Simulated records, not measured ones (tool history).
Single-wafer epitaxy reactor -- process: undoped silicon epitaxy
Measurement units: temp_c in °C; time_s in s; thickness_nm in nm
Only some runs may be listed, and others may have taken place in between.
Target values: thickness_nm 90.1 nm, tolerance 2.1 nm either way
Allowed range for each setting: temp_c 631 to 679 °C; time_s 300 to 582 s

| run | hour | temp_c | time_s | thickness_nm |
|---|---|---|---|---|
| 1 | 0 | 655 | 441 | 80.804 |
| 2 | 2.4 | 655 | 388 | 70.977 |
| 3 | 5.4 | 658 | 389 | 75.746 |
| 4 | 7.9 | 665 | 389 | 87.296 |
| 5 | 9.7 | 654 | 389 | 70.002 |
| 6 | 14.6 | 661 | 389 | 81.719 |
| 7 | 20.3 | 662 | 389 | 82.611 |
| 8 | 27.2 | 663 | 389 | 84.615 |
| 9 | 31.6 | 664 | 389 | 86.244 |
| 10 | 33.1 | 665 | 389 | 87.48 |

Which of these 4 next moves meets every target?
| A | 34.6 | 663 | 400 | ? |
| B | 34.6 | 661 | 408 | ? |
| C | 34.6 | 679 | 301 | ? |
| D | 34.6 | 657 | 440 | ? |

| move | thickness_nm |
|---|---|
| A | 86.179 |
| B | 84.351 |
| C | 89.652 |
| D | 83.722 |
A: its largest miss is bigger than the last run's
B: its largest miss is bigger than the last run's
C: in spec on every target
D: its largest miss is bigger than the last run's
C is the move that brings every result within its allowed miss.

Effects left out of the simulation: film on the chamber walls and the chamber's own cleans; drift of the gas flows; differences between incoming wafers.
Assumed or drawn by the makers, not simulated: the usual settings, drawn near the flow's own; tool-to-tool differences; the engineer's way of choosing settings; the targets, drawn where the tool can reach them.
